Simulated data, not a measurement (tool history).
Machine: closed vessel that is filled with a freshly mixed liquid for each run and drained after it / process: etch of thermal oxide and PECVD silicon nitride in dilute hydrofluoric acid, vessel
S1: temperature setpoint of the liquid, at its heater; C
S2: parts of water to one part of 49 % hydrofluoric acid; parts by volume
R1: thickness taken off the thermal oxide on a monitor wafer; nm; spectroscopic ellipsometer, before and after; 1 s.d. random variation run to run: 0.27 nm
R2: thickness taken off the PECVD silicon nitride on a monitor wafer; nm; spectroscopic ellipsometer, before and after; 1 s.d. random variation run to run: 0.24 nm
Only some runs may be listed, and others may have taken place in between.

run 1 hour=0 | S1=22 S2=55 time_in_the_liquid_(s)=335 | R1=25.256 R2=26.855
run 2 hour=4 | S1=22 S2=65 time_in_the_liquid_(s)=335 | R1=20.976 R2=22.945
run 3 hour=8.1 | S1=22 S2=60 time_in_the_liquid_(s)=330 | R1=22.693 R2=24.35
run 4 hour=16.3 | S1=20 S2=60 time_in_the_liquid_(s)=330 | R1=20.867 R2=20.953
run 5 hour=20.8 | S1=20 S2=80 time_in_the_liquid_(s)=330 | R1=15.48 R2=16.161
run 6 hour=22.1 | S1=17.5 S2=80 time_in_the_liquid_(s)=330 | R1=13.913 R2=13.532
run 7 hour=27.9 | S1=18 S2=70 time_in_the_liquid_(s)=325 | R1=16.12 R2=15.826
run 8 hour=29.3 | S1=18.5 S2=65 time_in_the_liquid_(s)=320 | R1=17.469 R2=17.221
run 9 hour=34 | S1=19 S2=60 time_in_the_liquid_(s)=315 | R1=19.231 R2=18.995

Estimate the outcome of run 10 from the log above:
run 10 hour=35.8 | S1=19 S2=55 time_in_the_liquid_(s)=310 | R1=? R2=?

{"run 10": {"R1": 20.684, "R2": 19.993}}
